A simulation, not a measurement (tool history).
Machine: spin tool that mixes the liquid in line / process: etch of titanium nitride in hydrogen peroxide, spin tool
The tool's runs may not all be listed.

run,hour,temperature setpoint of the liquid (K),concentration of hydrogen peroxide in the mixed liquid (% by weight),time under the liquid (s),thickness taken off the titanium nitride on a monitor wafer (Å)
1,0,330.15,18.5,85,96.702
2,1.4,330.15,15.5,85,92.002
3,2.5,331.15,15.5,85,97.681
4,9.8,331.15,13,85,96.391
5,14.2,332.15,13,85,101.82
6,16.6,327.15,13,85,71.777

Run 7 has not been measured yet. What should we expect?
7,21.8,335.15,14.5,85,?

{"run 7": {"thickness taken off the titanium nitride on a monitor wafer (Å)": 126.42}}

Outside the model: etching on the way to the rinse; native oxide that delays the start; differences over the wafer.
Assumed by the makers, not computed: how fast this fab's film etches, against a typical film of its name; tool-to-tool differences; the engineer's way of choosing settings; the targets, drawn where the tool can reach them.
